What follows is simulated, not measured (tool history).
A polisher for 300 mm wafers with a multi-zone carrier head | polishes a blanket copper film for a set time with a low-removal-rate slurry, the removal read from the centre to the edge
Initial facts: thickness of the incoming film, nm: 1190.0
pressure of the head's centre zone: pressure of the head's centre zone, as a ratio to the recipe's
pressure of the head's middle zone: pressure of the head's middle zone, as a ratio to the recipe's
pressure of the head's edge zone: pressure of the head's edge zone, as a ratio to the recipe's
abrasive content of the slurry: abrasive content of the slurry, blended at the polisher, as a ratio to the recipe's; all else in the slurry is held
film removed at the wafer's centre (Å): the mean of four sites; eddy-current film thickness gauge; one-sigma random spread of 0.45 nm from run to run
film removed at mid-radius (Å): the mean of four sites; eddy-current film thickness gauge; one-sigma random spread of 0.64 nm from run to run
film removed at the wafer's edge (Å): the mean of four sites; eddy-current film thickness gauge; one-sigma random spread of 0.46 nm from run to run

run  hour  flow of slurry (ml/min)  pressure of the head's centre zone  pressure of the head's middle zone  pressure of the head's edge zone  abrasive content of the slurry  polishing time (s)  film removed at the wafer's centre (Å)  film removed at mid-radius (Å)  film removed at the wafer's edge (Å)
  1   0.0                      195                                1.00                                1.00                              1.00                            1.00                  40                                 1004.20                         1033.50                               1038.90
  2   7.8                      190                                1.01                                0.97                              0.99                            0.90                  38                                  934.25                          933.57                                957.24
  3  15.0                      190                                0.98                                0.97                              0.99                            0.90                  38                                  924.93                          922.48                                955.29
  4  21.7                      185                                0.98                                0.94                              0.97                            0.85                  37                                  877.37                          858.74                                912.60
  5  26.5                      185                                0.92                                0.94                              0.97                            0.85                  37                                  826.78                          863.36                                913.88
  6  31.5                      185                                0.92                                0.94                              1.05                            0.85                  37                                  826.12                          859.56                                947.42

Run 7 is up next; what results do you expect?
  7  32.1                      155                                1.02                                0.84                              0.95                            0.60                  29                                       ?                               ?                                     ?

{"run 7": {"film removed at the wafer's centre (Å)": 661.16, "film removed at mid-radius (Å)": 575.59, "film removed at the wafer's edge (Å)": 654.66}}

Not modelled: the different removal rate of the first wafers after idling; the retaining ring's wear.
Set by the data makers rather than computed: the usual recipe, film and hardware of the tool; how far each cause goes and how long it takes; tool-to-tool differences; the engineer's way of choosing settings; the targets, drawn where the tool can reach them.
